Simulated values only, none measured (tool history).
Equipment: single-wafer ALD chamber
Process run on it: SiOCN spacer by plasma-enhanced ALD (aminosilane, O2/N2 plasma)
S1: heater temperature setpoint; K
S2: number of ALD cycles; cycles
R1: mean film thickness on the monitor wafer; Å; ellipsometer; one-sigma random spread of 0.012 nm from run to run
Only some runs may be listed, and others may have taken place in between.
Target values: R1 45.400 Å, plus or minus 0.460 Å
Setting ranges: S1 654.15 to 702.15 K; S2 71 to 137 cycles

run	hour	S1	S2	R1
1	0.0	678.15	104	60.176
2	6.6	671.15	104	60.916
3	14.4	676.15	97	56.311
4	17.5	683.15	97	55.425
5	20.9	683.15	90	51.269
6	23.7	686.15	88	49.882
7	28.9	689.15	87	48.741
8	30.5	692.15	86	48.075
9	34.7	694.15	85	46.992

Next run, 5 choices. One meets every target within its allowed miss, the rest don't. Which?
A	38.9	697.15	90	?
B	38.9	696.15	86	?
C	38.9	693.15	82	?
D	38.9	697.15	81	?
E	38.9	699.15	85	?

move	R1
A	49.197
B	47.143
C	45.330
D	44.277
E	46.201
A: its largest miss is bigger than the last run's
B: its largest miss is bigger than the last run's
C: each result inside its tolerance
D: the result that was furthest off in the last run now lies on the other side of its target
E: gains on the last run, yet a result remains outside its allowed miss
C is the move that brings every result within its allowed miss.

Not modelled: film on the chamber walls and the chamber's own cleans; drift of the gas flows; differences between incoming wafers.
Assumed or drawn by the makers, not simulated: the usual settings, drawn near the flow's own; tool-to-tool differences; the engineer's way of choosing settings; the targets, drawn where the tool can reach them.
